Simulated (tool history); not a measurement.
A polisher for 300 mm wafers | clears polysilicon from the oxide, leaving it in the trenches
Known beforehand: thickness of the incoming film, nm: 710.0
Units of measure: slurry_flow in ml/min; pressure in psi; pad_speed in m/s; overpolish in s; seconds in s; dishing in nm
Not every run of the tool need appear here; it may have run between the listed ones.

run 1 hour=0.0 | slurry_flow=290 pressure=3.0 pad_speed=0.76 overpolish=15 | seconds=56.055 dishing=66.696
run 2 hour=7.0 | slurry_flow=290 pressure=3.0 pad_speed=0.76 overpolish=10 | seconds=55.818 dishing=61.619
run 3 hour=7.8 | slurry_flow=290 pressure=3.5 pad_speed=0.76 overpolish=10 | seconds=46.552 dishing=63.406
run 4 hour=12.0 | slurry_flow=290 pressure=3.3 pad_speed=0.76 overpolish=12 | seconds=50.500 dishing=64.870
run 5 hour=13.6 | slurry_flow=290 pressure=3.8 pad_speed=0.76 overpolish=12 | seconds=43.840 dishing=68.541
run 6 hour=19.2 | slurry_flow=290 pressure=4.5 pad_speed=0.76 overpolish=12 | seconds=37.877 dishing=68.216
run 7 hour=25.2 | slurry_flow=290 pressure=4.1 pad_speed=0.74 overpolish=13 | seconds=41.170 dishing=69.342
run 8 hour=28.4 | slurry_flow=290 pressure=3.7 pad_speed=0.72 overpolish=14 | seconds=48.014 dishing=67.007
run 9 hour=31.6 | slurry_flow=290 pressure=3.4 pad_speed=0.72 overpolish=16 | seconds=51.232 dishing=68.125
run 10 hour=39.7 | slurry_flow=290 pressure=3.4 pad_speed=0.72 overpolish=16 | seconds=51.701 dishing=69.390

Run 11 comes next. What will it give?
run 11 hour=46.8 | slurry_flow=290 pressure=3.2 pad_speed=0.72 overpolish=17 | seconds=? dishing=?

seconds: 55.019 s
dishing: 67.575 nm

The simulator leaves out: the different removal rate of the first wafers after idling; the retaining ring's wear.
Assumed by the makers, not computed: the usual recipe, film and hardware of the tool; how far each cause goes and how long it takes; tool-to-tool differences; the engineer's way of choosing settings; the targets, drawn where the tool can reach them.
